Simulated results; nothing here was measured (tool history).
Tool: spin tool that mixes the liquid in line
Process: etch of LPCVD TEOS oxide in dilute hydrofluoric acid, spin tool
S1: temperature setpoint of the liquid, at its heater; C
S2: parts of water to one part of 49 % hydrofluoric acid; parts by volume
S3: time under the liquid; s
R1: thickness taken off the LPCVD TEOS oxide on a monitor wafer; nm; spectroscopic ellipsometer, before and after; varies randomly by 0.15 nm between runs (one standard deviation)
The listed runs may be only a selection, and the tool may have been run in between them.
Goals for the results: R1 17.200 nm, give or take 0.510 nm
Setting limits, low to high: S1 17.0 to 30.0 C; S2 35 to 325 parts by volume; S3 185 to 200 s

Run 1, hour 0.0: S1 22.0 C, S2 180 parts by volume, S3 185 s. Result: R1 30.503 nm.
Run 2, hour 7.5: S1 22.0 C, S2 230 parts by volume, S3 185 s. Result: R1 22.277 nm.
Run 3, hour 8.5: S1 21.0 C, S2 235 parts by volume, S3 185 s. Result: R1 21.371 nm.
Run 4, hour 16.6: S1 22.0 C, S2 235 parts by volume, S3 185 s. Result: R1 22.250 nm.
Run 5, hour 19.0: S1 22.0 C, S2 235 parts by volume, S3 185 s. Result: R1 21.745 nm.
At hour 21.7: thermometer replaced.
Run 6, hour 21.7: S1 25.0 C, S2 235 parts by volume, S3 185 s. Result: R1 26.922 nm.
Run 7, hour 24.4: S1 23.5 C, S2 235 parts by volume, S3 185 s. Result: R1 25.336 nm.
Run 8, hour 30.8: S1 22.5 C, S2 235 parts by volume, S3 185 s. Result: R1 24.707 nm.
Run 9, hour 35.2: S1 21.5 C, S2 235 parts by volume, S3 185 s. Result: R1 23.499 nm.
Run 10, hour 35.8: S1 20.5 C, S2 245 parts by volume, S3 185 s. Result: R1 21.502 nm.

5 candidate next runs follow, results not yet known. Just one meets every target within its allowed miss. Identify it.
Run A, hour 36.4: S1 22.5 C, S2 235 parts by volume, S3 190 s. Result: R1 ?.
Run B, hour 36.4: S1 18.5 C, S2 195 parts by volume, S3 200 s. Result: R1 ?.
Run C, hour 36.4: S1 22.5 C, S2 225 parts by volume, S3 185 s. Result: R1 ?.
Run D, hour 36.4: S1 23.0 C, S2 320 parts by volume, S3 190 s. Result: R1 ?.
Run E, hour 36.4: S1 22.0 C, S2 235 parts by volume, S3 185 s. Result: R1 ?.

move      R1
   A  25.393
   B  28.766
   C  26.085
   D  17.485
   E  24.273
A: lands further from the targets than the last run did
B: lands further from the targets than the last run did
C: lands further from the targets than the last run did
D: meets every target
E: lands further from the targets than the last run did
So the answer is move D, the one that meets all the targets.
